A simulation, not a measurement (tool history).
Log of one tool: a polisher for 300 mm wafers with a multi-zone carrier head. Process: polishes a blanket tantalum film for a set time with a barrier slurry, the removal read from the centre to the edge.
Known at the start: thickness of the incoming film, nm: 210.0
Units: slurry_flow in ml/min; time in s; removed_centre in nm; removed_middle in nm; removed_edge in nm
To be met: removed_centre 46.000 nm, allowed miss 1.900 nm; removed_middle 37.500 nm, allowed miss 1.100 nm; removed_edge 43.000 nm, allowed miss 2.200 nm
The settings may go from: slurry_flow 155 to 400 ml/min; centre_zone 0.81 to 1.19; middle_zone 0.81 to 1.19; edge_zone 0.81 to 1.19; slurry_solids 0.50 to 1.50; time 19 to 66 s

Run 1, hour 0.0: slurry_flow 255 ml/min, centre_zone 1.00, middle_zone 1.00, edge_zone 1.00, slurry_solids 1.00, time 42 s. Result: removed_centre 65.131 nm, removed_middle 63.261 nm, removed_edge 61.056 nm.
Run 2, hour 3.5: slurry_flow 255 ml/min, centre_zone 1.00, middle_zone 1.04, edge_zone 1.00, slurry_solids 1.00, time 42 s. Result: removed_centre 65.145 nm, removed_middle 65.132 nm, removed_edge 62.290 nm.
Run 3, hour 11.8: slurry_flow 255 ml/min, centre_zone 1.00, middle_zone 0.98, edge_zone 1.00, slurry_solids 1.00, time 42 s. Result: removed_centre 66.644 nm, removed_middle 61.757 nm, removed_edge 63.659 nm.
Run 4, hour 15.6: slurry_flow 250 ml/min, centre_zone 1.00, middle_zone 0.94, edge_zone 0.97, slurry_solids 0.85, time 39 s. Result: removed_centre 58.400 nm, removed_middle 53.094 nm, removed_edge 55.011 nm.
Run 5, hour 20.6: slurry_flow 250 ml/min, centre_zone 1.00, middle_zone 0.90, edge_zone 0.97, slurry_solids 0.85, time 39 s. Result: removed_centre 59.738 nm, removed_middle 50.932 nm, removed_edge 54.316 nm.
Run 6, hour 22.6: slurry_flow 240 ml/min, centre_zone 0.99, middle_zone 0.87, edge_zone 0.97, slurry_solids 0.75, time 37 s. Result: removed_centre 53.447 nm, removed_middle 44.958 nm, removed_edge 49.406 nm.
Run 7, hour 30.7: slurry_flow 230 ml/min, centre_zone 0.98, middle_zone 0.85, edge_zone 0.96, slurry_solids 0.65, time 37 s. Result: removed_centre 49.036 nm, removed_middle 41.875 nm, removed_edge 46.458 nm.
Run 8, hour 36.6: slurry_flow 230 ml/min, centre_zone 0.98, middle_zone 0.85, edge_zone 0.96, slurry_solids 0.65, time 37 s. Result: removed_centre 48.698 nm, removed_middle 41.846 nm, removed_edge 47.464 nm.
Run 9, hour 42.8: slurry_flow 220 ml/min, centre_zone 0.99, middle_zone 0.84, edge_zone 0.94, slurry_solids 0.60, time 37 s. Result: removed_centre 50.133 nm, removed_middle 40.603 nm, removed_edge 45.284 nm.
Run 10, hour 46.3: slurry_flow 200 ml/min, centre_zone 0.94, middle_zone 0.81, edge_zone 0.95, slurry_solids 0.50, time 36 s. Result: removed_centre 41.428 nm, removed_middle 34.897 nm, removed_edge 40.364 nm.
Run 11, hour 53.7: slurry_flow 220 ml/min, centre_zone 0.96, middle_zone 0.81, edge_zone 0.95, slurry_solids 0.50, time 36 s. Result: removed_centre 42.722 nm, removed_middle 35.584 nm, removed_edge 41.811 nm.
Run 12, hour 58.6: slurry_flow 225 ml/min, centre_zone 0.97, middle_zone 0.82, edge_zone 0.95, slurry_solids 0.50, time 36 s. Result: removed_centre 43.749 nm, removed_middle 36.040 nm, removed_edge 41.840 nm.

4 next moves are on the table. One of them brings every result within its allowed miss. Which?
Run A, hour 63.5: slurry_flow 250 ml/min, centre_zone 0.84, middle_zone 0.85, edge_zone 1.00, slurry_solids 0.50, time 35 s. Result: removed_centre ?, removed_middle ?, removed_edge ?.
Run B, hour 63.5: slurry_flow 205 ml/min, centre_zone 0.90, middle_zone 0.91, edge_zone 1.01, slurry_solids 0.50, time 35 s. Result: removed_centre ?, removed_middle ?, removed_edge ?.
Run C, hour 63.5: slurry_flow 155 ml/min, centre_zone 1.00, middle_zone 0.83, edge_zone 0.92, slurry_solids 0.80, time 34 s. Result: removed_centre ?, removed_middle ?, removed_edge ?.
Run D, hour 63.5: slurry_flow 250 ml/min, centre_zone 0.90, middle_zone 0.88, edge_zone 0.94, slurry_solids 0.55, time 34 s. Result: removed_centre ?, removed_middle ?, removed_edge ?.

move  removed_centre  removed_middle  removed_edge
   A          39.145          36.827        42.072
   B          39.984          37.839        41.331
   C          46.258          37.621        43.100
   D          41.477          38.067        41.027
A: brings the result that was furthest off to its target, and leaves another outside
B: brings the result that was furthest off to its target, and leaves another outside
C: meets every target
D: brings the result that was furthest off to its target, and leaves another outside
Move C is the one to make.
